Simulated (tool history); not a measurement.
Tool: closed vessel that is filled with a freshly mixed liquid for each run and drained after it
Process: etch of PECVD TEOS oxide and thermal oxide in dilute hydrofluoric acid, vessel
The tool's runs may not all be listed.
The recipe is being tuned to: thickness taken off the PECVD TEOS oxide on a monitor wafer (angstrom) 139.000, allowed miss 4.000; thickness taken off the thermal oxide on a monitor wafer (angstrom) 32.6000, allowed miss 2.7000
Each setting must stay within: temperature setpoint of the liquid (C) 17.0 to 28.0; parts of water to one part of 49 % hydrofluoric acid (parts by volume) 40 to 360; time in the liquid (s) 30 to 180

run,hour,temperature setpoint of the liquid (C),parts of water to one part of 49 % hydrofluoric acid (parts by volume),time in the liquid (s),thickness taken off the PECVD TEOS oxide on a monitor wafer (angstrom),thickness taken off the thermal oxide on a monitor wafer (angstrom)
1,0.0,20.0,200,90,63.987,14.5140
2,4.9,18.5,200,90,60.327,14.5640
3,9.6,18.5,200,55,36.899,8.7405
4,11.7,18.5,200,30,19.857,4.6857
5,13.5,18.5,145,30,29.193,6.9142
6,20.1,19.5,125,35,42.103,9.6868
7,26.4,23.5,45,35,152.340,35.1070
8,32.6,23.0,45,35,149.470,34.2940
9,40.3,22.5,45,35,142.740,34.4670
10,47.4,22.5,50,35,129.640,30.5440
11,50.9,23.0,50,35,132.720,32.5190
12,52.8,23.0,45,35,147.350,35.9420
13,55.1,22.5,45,35,144.990,33.4060

Pick the move, out of 4, that brings all results within their allowed miss; only one does.
A,57.4,25.5,55,40,?,?
B,57.4,27.0,75,55,?,?
C,57.4,17.5,40,40,?,?
D,57.4,22.0,70,55,?,?

move,thickness taken off the PECVD TEOS oxide on a monitor wafer (angstrom),thickness taken off the thermal oxide on a monitor wafer (angstrom)
A,151.730,36.2500
B,158.050,37.7580
C,151.850,36.2780
D,139.360,33.2930
A: misses by more than the last run did
B: misses by more than the last run did
C: misses by more than the last run did
D: each result inside its tolerance
The move that meets every target is D.
